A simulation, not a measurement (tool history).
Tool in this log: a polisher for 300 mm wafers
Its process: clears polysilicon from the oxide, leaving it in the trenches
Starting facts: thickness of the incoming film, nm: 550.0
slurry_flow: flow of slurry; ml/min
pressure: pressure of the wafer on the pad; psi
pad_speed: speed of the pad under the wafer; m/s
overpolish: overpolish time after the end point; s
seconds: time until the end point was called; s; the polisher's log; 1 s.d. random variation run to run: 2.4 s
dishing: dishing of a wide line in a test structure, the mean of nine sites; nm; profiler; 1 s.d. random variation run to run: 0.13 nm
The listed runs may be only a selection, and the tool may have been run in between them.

| run | day | slurry_flow | pressure | pad_speed | overpolish | seconds | dishing |
|---|---|---|---|---|---|---|---|
| 1 | 0 | 315 | 2.2 | 0.9 | 8 | 69.03 | 33.659 |
| 2 | 0.267 | 315 | 2.2 | 1 | 8 | 65.733 | 35.129 |
| 3 | 0.638 | 300 | 2 | 0.92 | 7 | 77.347 | 29.973 |
| 4 | 0.729 | 285 | 1.9 | 0.86 | 6 | 83.557 | 26.389 |
| 5 | 0.879 | 285 | 1.9 | 1.04 | 6 | 69.77 | 29.475 |
| 6 | 1.233 | 285 | 2.3 | 1.04 | 6 | 59.366 | 32.28 |
| 7 | 1.575 | 285 | 1.7 | 0.78 | 2 | 101.49 | 9.9138 |

Predict the results of run 8:
| 8 | 1.608 | 280 | 1.6 | 0.76 | 2 | ? | ? |

Logged for run 8: seconds 107.72 s, dishing 9.4608 nm.
